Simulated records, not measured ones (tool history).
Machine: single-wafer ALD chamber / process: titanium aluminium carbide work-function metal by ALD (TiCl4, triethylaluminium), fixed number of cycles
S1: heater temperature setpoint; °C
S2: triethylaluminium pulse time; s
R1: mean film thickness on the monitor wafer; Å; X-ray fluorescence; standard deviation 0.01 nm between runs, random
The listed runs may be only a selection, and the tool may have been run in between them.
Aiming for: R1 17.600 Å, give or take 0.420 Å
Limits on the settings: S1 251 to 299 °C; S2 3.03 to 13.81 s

{"run": 1, "day": 0.0, "S1": 275, "S2": 8.42, "R1": 15.627}
{"run": 2, "day": 0.117, "S1": 284, "S2": 8.42, "R1": 16.157}
{"run": 3, "day": 0.292, "S1": 285, "S2": 8.64, "R1": 16.447}
{"run": 4, "day": 0.333, "S1": 286, "S2": 8.74, "R1": 16.593}
{"run": 5, "day": 0.608, "S1": 286, "S2": 6.68, "R1": 15.246}
{"run": 6, "day": 0.862, "S1": 287, "S2": 6.96, "R1": 15.581}
{"run": 7, "day": 0.938, "S1": 288, "S2": 7.2, "R1": 15.844}
{"run": 8, "day": 1.05, "S1": 289, "S2": 7.39, "R1": 15.912}
{"run": 9, "day": 1.138, "S1": 290, "S2": 7.6, "R1": 16.125}
{"run": 10, "day": 1.429, "S1": 291, "S2": 7.77, "R1": 16.413}
{"run": 11, "day": 1.642, "S1": 292, "S2": 7.87, "R1": 16.424}
{"run": 12, "day": 1.888, "S1": 293, "S2": 8.01, "R1": 16.571}
{"run": 13, "day": 1.958, "S1": 293, "S2": 8.13, "R1": 16.696}
{"run": 14, "day": 1.992, "S1": 293, "S2": 8.22, "R1": 16.701}

Which one of the following 5 next-run settings gets every result inside its allowed miss? There is exactly one.
{"run": "A", "day": 2.025, "S1": 284, "S2": 9.96, "R1": "?"}
{"run": "B", "day": 2.025, "S1": 289, "S2": 6.63, "R1": "?"}
{"run": "C", "day": 2.025, "S1": 299, "S2": 9.02, "R1": "?"}
{"run": "D", "day": 2.025, "S1": 293, "S2": 6.91, "R1": "?"}
{"run": "E", "day": 2.025, "S1": 295, "S2": 6.82, "R1": "?"}

move=A R1=16.526
move=B R1=15.328
move=C R1=17.280
move=D R1=15.802
move=E R1=15.854
A: its largest miss is bigger than the last run's
B: its largest miss is bigger than the last run's
C: meets every target
D: its largest miss is bigger than the last run's
E: its largest miss is bigger than the last run's
C is the move that brings every result within its allowed miss.

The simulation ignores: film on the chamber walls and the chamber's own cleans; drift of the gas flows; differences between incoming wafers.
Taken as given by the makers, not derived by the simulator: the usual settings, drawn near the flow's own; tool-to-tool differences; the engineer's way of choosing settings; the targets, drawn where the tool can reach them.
